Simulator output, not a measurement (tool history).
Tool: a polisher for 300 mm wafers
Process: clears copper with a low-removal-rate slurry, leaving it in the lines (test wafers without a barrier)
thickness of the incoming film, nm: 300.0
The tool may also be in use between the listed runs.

run  hour  flow of slurry (ml/min)  pressure of the wafer on the pad (psi)  speed of the pad under the wafer (cm/s)  abrasive content of the slurry  overpolish time after the end point (s)  time until the end point was called (s)  dishing of a wide line in a test structure (Å)
  1   0.0                      315                                     2.4                                      100                             1.0                                       12                                  117.010                                         205.680
  2   8.2                      315                                     2.3                                      100                             1.0                                       10                                  125.270                                         176.280
  3   9.3                      315                                     2.3                                      100                             1.0                                        9                                  125.180                                         160.810
  4  10.0                      315                                     2.3                                      110                             1.0                                        9                                  115.090                                         173.650
  5  15.8                      315                                     2.7                                      110                             1.0                                        9                                   98.761                                         197.390
  6  17.3                      315                                     2.5                                      110                             1.0                                        8                                  106.430                                         174.090

The next listed run, before its measurement:
  7  22.1                      315                                     1.9                                      110                             1.0                                        4                                        ?                                               ?

{"run 7": {"time until the end point was called (s)": 136.46, "dishing of a wide line in a test structure (Å)": 74.433}}
